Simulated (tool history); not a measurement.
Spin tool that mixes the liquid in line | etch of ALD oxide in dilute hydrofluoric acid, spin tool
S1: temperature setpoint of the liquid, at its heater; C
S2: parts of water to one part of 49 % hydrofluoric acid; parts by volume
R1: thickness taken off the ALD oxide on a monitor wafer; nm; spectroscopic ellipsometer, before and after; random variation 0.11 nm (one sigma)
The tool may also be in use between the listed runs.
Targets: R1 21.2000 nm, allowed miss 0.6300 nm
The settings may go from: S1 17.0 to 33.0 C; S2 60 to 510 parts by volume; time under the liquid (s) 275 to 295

{"run": 1, "hour": 0.0, "S1": 25.0, "S2": 285, "time under the liquid (s)": 275, "R1": 7.868}
{"run": 2, "hour": 3.7, "S1": 26.5, "S2": 285, "time under the liquid (s)": 275, "R1": 8.2433}
{"run": 3, "hour": 10.4, "S1": 26.5, "S2": 205, "time under the liquid (s)": 275, "R1": 12.585}
{"run": 4, "hour": 11.0, "S1": 28.5, "S2": 205, "time under the liquid (s)": 275, "R1": 13.442}
{"run": 5, "hour": 13.3, "S1": 29.0, "S2": 200, "time under the liquid (s)": 275, "R1": 14.042}
{"run": 6, "hour": 20.2, "S1": 29.5, "S2": 195, "time under the liquid (s)": 275, "R1": 14.747}
{"run": 7, "hour": 24.9, "S1": 33.0, "S2": 130, "time under the liquid (s)": 275, "R1": 27.352}
{"run": 8, "hour": 30.5, "S1": 32.5, "S2": 130, "time under the liquid (s)": 275, "R1": 26.867}
{"run": 9, "hour": 39.3, "S1": 32.0, "S2": 130, "time under the liquid (s)": 275, "R1": 26.206}
{"run": 10, "hour": 42.4, "S1": 31.5, "S2": 130, "time under the liquid (s)": 275, "R1": 26.082}
{"run": 11, "hour": 48.2, "S1": 31.0, "S2": 130, "time under the liquid (s)": 275, "R1": 25.305}
{"run": 12, "hour": 54.1, "S1": 30.5, "S2": 130, "time under the liquid (s)": 275, "R1": 24.978}
{"run": 13, "hour": 58.6, "S1": 30.5, "S2": 130, "time under the liquid (s)": 275, "R1": 25.082}
{"run": 14, "hour": 66.4, "S1": 30.0, "S2": 130, "time under the liquid (s)": 275, "R1": 24.647}
{"run": 15, "hour": 67.3, "S1": 29.5, "S2": 130, "time under the liquid (s)": 275, "R1": 24.32}
{"run": 16, "hour": 67.8, "S1": 29.0, "S2": 130, "time under the liquid (s)": 275, "R1": 23.907}
{"run": 17, "hour": 72.5, "S1": 28.5, "S2": 130, "time under the liquid (s)": 275, "R1": 23.329}
{"run": 18, "hour": 78.7, "S1": 28.0, "S2": 130, "time under the liquid (s)": 275, "R1": 22.868}
{"run": 19, "hour": 84.1, "S1": 27.0, "S2": 130, "time under the liquid (s)": 275, "R1": 22.153}

5 next moves are on the table. One of them brings every result within its allowed miss. Which?
{"run": "A", "hour": 89.5, "S1": 29.5, "S2": 135, "time under the liquid (s)": 275, "R1": "?"}
{"run": "B", "hour": 89.5, "S1": 24.0, "S2": 115, "time under the liquid (s)": 290, "R1": "?"}
{"run": "C", "hour": 89.5, "S1": 28.5, "S2": 145, "time under the liquid (s)": 285, "R1": "?"}
{"run": "D", "hour": 89.5, "S1": 24.5, "S2": 115, "time under the liquid (s)": 275, "R1": "?"}
{"run": "E", "hour": 89.5, "S1": 30.5, "S2": 150, "time under the liquid (s)": 295, "R1": "?"}

move=A R1=23.0150
move=B R1=23.7230
move=C R1=21.1320
move=D R1=22.9400
move=E R1=22.5850
A: further off than the last run
B: further off than the last run
C: meets every target
D: further off than the last run
E: further off than the last run
Move C is the one to make.

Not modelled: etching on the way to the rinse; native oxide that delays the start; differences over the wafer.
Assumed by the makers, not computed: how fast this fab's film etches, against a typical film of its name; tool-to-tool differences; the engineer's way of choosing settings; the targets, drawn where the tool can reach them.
